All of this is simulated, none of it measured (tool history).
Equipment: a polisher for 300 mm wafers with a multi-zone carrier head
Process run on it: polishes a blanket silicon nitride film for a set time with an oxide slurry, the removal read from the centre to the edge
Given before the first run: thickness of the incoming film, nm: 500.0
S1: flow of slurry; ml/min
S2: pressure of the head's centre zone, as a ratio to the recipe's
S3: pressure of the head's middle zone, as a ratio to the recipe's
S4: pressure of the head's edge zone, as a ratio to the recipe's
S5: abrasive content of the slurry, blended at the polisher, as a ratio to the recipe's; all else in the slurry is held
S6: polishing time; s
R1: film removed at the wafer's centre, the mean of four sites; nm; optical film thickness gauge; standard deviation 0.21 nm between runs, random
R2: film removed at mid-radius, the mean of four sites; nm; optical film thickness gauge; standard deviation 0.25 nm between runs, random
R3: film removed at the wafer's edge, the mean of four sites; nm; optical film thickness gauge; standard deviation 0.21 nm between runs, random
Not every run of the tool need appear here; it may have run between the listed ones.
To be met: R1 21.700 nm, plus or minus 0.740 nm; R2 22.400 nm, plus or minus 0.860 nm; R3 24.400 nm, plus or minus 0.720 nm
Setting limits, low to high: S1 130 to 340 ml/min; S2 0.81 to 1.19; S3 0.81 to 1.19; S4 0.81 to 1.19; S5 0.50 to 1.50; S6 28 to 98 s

run,hour,S1,S2,S3,S4,S5,S6,R1,R2,R3
1,0.0,220,1.00,1.00,1.00,1.00,63,49.623,49.351,49.833
2,7.4,205,0.95,0.95,0.96,0.85,54,35.148,36.396,37.080
3,9.9,205,0.95,0.95,0.96,0.85,68,44.195,45.096,47.341
4,15.2,195,0.93,0.90,0.92,0.75,61,35.946,34.658,36.944
5,20.4,160,0.93,0.90,0.92,0.75,61,34.176,34.205,36.554
6,26.0,150,0.89,0.87,0.89,0.65,58,27.270,26.941,29.387
7,31.2,150,0.89,0.87,0.89,0.65,58,27.269,27.590,29.736
8,33.3,145,0.86,0.85,0.87,0.60,58,23.818,24.503,26.788
9,39.3,150,0.85,0.84,0.85,0.60,58,23.743,24.338,26.648
10,44.2,150,0.84,0.84,0.84,0.60,58,23.351,24.658,26.491
11,45.5,145,0.84,0.81,0.82,0.50,56,17.464,17.571,19.928
12,47.1,145,0.85,0.84,0.85,0.50,55,17.871,17.840,19.815
13,49.7,205,0.82,0.94,0.95,0.70,55,26.696,30.864,31.868
14,58.6,195,0.82,0.90,0.90,0.70,55,26.580,29.377,31.340
15,64.4,185,0.82,0.88,0.87,0.65,55,24.194,27.073,28.441
16,68.3,180,0.83,0.86,0.85,0.65,55,24.419,26.634,27.970
17,70.7,180,0.83,0.86,0.85,0.65,55,24.524,26.433,27.767
18,78.9,170,0.83,0.84,0.84,0.65,55,24.394,25.697,27.934
19,86.7,165,0.83,0.84,0.83,0.65,55,24.180,26.138,27.469
20,94.9,165,0.83,0.83,0.83,0.65,55,24.171,25.415,27.663
21,96.6,160,0.83,0.83,0.82,0.65,55,24.330,25.109,27.170
22,97.5,145,0.81,0.82,0.81,0.50,53,16.241,17.028,18.813
23,103.7,200,0.82,0.83,0.83,0.50,53,16.865,17.791,19.256
24,108.9,190,0.85,0.88,0.90,0.50,53,17.244,18.594,19.854
25,115.4,250,0.95,0.97,1.00,0.70,53,30.490,31.259,31.879
26,117.4,245,0.91,0.92,0.95,0.65,53,26.602,28.065,28.840
27,122.8,215,0.89,0.89,0.92,0.65,53,26.376,26.660,28.019
28,125.9,190,0.88,0.88,0.90,0.65,53,25.097,25.879,28.017
29,128.9,215,0.85,0.85,0.87,0.50,48,15.897,16.835,17.987

Exactly one of the 5 candidate moves below puts every result within its allowed miss. Which one?
A,131.9,235,0.88,0.89,1.00,0.60,45,?,?,?
B,131.9,185,0.81,0.87,0.92,0.60,50,?,?,?
C,131.9,230,0.84,0.87,0.94,0.60,46,?,?,?
D,131.9,160,0.85,0.86,0.87,0.70,45,?,?,?
E,131.9,210,0.81,0.81,0.86,0.50,61,?,?,?

move,R1,R2,R3
A,20.225,20.672,23.329
B,20.161,22.004,24.473
C,19.708,20.700,23.125
D,21.964,22.699,24.959
E,19.511,20.060,22.877
A: closer than the last run, but not yet in spec
B: the worst result of the last run now meets its target, but another is out of spec
C: closer than the last run, but not yet in spec
D: all results in spec
E: closer than the last run, but not yet in spec
Answer: D
